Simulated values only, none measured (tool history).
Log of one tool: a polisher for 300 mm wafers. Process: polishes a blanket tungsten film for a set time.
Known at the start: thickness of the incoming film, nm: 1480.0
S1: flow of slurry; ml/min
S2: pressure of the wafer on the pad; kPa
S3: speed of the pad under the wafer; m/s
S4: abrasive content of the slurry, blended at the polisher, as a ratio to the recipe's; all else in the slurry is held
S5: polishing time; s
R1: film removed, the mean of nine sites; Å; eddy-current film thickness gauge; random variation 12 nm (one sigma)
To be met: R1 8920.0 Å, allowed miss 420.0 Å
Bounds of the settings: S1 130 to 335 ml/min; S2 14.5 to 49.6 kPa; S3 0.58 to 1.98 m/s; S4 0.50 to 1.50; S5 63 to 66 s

run  hour   S1    S2    S3    S4  S5      R1
  1   0.0  215  31.7  1.28  1.00  63  4361.3
  2   5.7  215  35.9  1.32  1.00  63  4879.7
  3  14.0  215  38.6  1.40  1.00  63  5521.4
  4  19.3  215  38.6  1.40  0.80  63  5200.3
  5  28.2  215  41.4  1.48  0.80  63  5838.0
  6  29.1  215  43.4  1.56  0.80  63  6398.6
  7  36.1  215  44.8  1.62  0.80  63  6873.8
  8  40.6  215  46.2  1.66  0.80  63  7195.1
  9  49.1  215  49.6  1.84  0.80  63  8388.2

5 next moves are on the table. One of them brings every result within its allowed miss. Which?
  A  57.6  230  49.0  1.86  0.75  66   ?
  B  57.6  165  45.5  1.82  1.00  63   ?
  C  57.6  240  49.6  1.68  0.80  63   ?
  D  57.6  175  49.6  1.74  0.70  63   ?
  E  57.6  190  49.6  1.86  0.55  66   ?

move      R1
   A  8879.2
   B  7978.2
   C  7922.7
   D  7608.4
   E  8142.0
A: meets every target
B: further off than the last run
C: further off than the last run
D: further off than the last run
E: further off than the last run
Move A is the one to make.
